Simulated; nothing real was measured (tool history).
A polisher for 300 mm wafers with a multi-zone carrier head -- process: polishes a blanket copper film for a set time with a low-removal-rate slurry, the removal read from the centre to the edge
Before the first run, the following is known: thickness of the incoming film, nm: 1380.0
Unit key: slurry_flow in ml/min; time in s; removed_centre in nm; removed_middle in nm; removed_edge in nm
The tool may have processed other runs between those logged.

run 1 hour=0 | slurry_flow=145 centre_zone=1 middle_zone=1 edge_zone=1 slurry_solids=1 time=43 | removed_centre=120.11 removed_middle=113.87 removed_edge=112.09
run 2 hour=1.8 | slurry_flow=145 centre_zone=1 middle_zone=1 edge_zone=0.95 slurry_solids=1 time=43 | removed_centre=119.25 removed_middle=114.66 removed_edge=111.87
run 3 hour=8.1 | slurry_flow=145 centre_zone=1 middle_zone=1 edge_zone=0.95 slurry_solids=1 time=52 | removed_centre=143.46 removed_middle=137.3 removed_edge=132.35
run 4 hour=14.6 | slurry_flow=145 centre_zone=0.94 middle_zone=1 edge_zone=0.95 slurry_solids=1 time=52 | removed_centre=133.77 removed_middle=134.03 removed_edge=131.5
run 5 hour=16.7 | slurry_flow=145 centre_zone=0.95 middle_zone=0.98 edge_zone=0.94 slurry_solids=0.95 time=51 | removed_centre=130.56 removed_middle=132.69 removed_edge=125.48
run 6 hour=24.8 | slurry_flow=140 centre_zone=0.96 middle_zone=0.96 edge_zone=0.95 slurry_solids=0.95 time=50 | removed_centre=132 removed_middle=124.6 removed_edge=124.75
run 7 hour=27.9 | slurry_flow=135 centre_zone=0.95 middle_zone=0.94 edge_zone=0.94 slurry_solids=0.9 time=50 | removed_centre=127.21 removed_middle=123.48 removed_edge=122.19
run 8 hour=34.7 | slurry_flow=115 centre_zone=1.05 middle_zone=0.84 edge_zone=0.94 slurry_solids=0.65 time=44 | removed_centre=113.29 removed_middle=86.203 removed_edge=100.79
run 9 hour=35.6 | slurry_flow=120 centre_zone=1.04 middle_zone=0.85 edge_zone=0.94 slurry_solids=0.65 time=44 | removed_centre=114.44 removed_middle=90.387 removed_edge=98.632
run 10 hour=38.9 | slurry_flow=125 centre_zone=1.03 middle_zone=0.85 edge_zone=0.94 slurry_solids=0.65 time=44 | removed_centre=115.22 removed_middle=89.766 removed_edge=101.16

Run 11, settings as shown, results not yet in. Your forecast:
run 11 hour=42.4 | slurry_flow=125 centre_zone=1.02 middle_zone=0.86 edge_zone=0.94 slurry_solids=0.65 time=44 | removed_centre=? removed_middle=? removed_edge=?

For run 11 the tool returned removed_centre 110.83 nm, removed_middle 91.099 nm, removed_edge 100.26 nm.

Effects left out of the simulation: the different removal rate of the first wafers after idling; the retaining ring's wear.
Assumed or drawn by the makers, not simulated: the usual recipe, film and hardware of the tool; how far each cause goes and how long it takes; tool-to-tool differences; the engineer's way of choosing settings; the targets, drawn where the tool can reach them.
